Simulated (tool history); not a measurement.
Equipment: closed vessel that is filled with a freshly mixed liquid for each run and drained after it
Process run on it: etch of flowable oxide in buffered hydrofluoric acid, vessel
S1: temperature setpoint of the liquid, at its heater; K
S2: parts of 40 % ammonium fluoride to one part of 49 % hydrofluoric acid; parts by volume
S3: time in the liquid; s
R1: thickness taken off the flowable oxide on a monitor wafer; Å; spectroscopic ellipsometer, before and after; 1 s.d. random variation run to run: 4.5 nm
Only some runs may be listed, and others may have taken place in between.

run 1 hour=0 | S1=295.15 S2=7.5 S3=100 | R1=3987.8
run 2 hour=1.7 | S1=295.65 S2=7.5 S3=100 | R1=4167.6
run 3 hour=6.9 | S1=295.65 S2=7.5 S3=100 | R1=4185.3
run 4 hour=15 | S1=295.65 S2=7.5 S3=100 | R1=4149.5
run 5 hour=21.6 | S1=296.15 S2=7.5 S3=100 | R1=4200.9
run 6 hour=24.6 | S1=296.15 S2=7.5 S3=105 | R1=4425.8
run 7 hour=28.2 | S1=296.15 S2=7.5 S3=105 | R1=4430.9
run 8 hour=33.1 | S1=296.65 S2=7.5 S3=105 | R1=4508.7
run 9 hour=36.7 | S1=297.15 S2=7.5 S3=105 | R1=4675.4
run 10 hour=44.9 | S1=297.15 S2=7.5 S3=105 | R1=4714

Forecast run 11:
run 11 hour=49.4 | S1=297.65 S2=7.5 S3=105 | R1=?

Run 11 produced R1 4854.5 Å.

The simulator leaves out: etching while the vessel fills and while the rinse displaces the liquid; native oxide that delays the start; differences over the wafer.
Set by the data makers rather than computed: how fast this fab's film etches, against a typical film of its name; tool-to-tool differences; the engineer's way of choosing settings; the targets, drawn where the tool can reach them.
